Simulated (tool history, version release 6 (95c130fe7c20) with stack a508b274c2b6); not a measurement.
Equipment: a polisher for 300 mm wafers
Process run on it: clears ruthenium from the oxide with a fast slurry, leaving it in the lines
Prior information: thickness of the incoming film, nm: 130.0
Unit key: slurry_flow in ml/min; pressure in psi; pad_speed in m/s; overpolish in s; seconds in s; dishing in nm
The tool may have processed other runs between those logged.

Run 1, day 0.000: slurry_flow 225 ml/min, pressure 3.3 psi, pad_speed 0.88 m/s, slurry_solids 1.0, overpolish 9 s. Result: seconds 31.318 s, dishing 28.552 nm.
Run 2, day 0.338: slurry_flow 200 ml/min, pressure 3.3 psi, pad_speed 0.88 m/s, slurry_solids 1.0, overpolish 9 s. Result: seconds 32.347 s, dishing 28.650 nm.
Run 3, day 0.671: slurry_flow 190 ml/min, pressure 3.3 psi, pad_speed 0.88 m/s, slurry_solids 1.0, overpolish 10 s. Result: seconds 31.871 s, dishing 31.972 nm.
Run 4, day 0.912: slurry_flow 190 ml/min, pressure 2.5 psi, pad_speed 0.88 m/s, slurry_solids 1.0, overpolish 10 s. Result: seconds 42.096 s, dishing 25.058 nm.
Run 5, day 1.121: slurry_flow 190 ml/min, pressure 2.7 psi, pad_speed 0.88 m/s, slurry_solids 1.0, overpolish 11 s. Result: seconds 38.953 s, dishing 28.750 nm.
Run 6, day 1.150: slurry_flow 190 ml/min, pressure 3.5 psi, pad_speed 0.88 m/s, slurry_solids 1.0, overpolish 11 s. Result: seconds 29.941 s, dishing 36.720 nm.

For run 7, what comes out?
Run 7, day 1.467: slurry_flow 185 ml/min, pressure 3.4 psi, pad_speed 0.88 m/s, slurry_solids 1.0, overpolish 12 s. Result: seconds ?, dishing ?.

{"run 7": {"seconds": 30.57, "dishing": 36.654}}
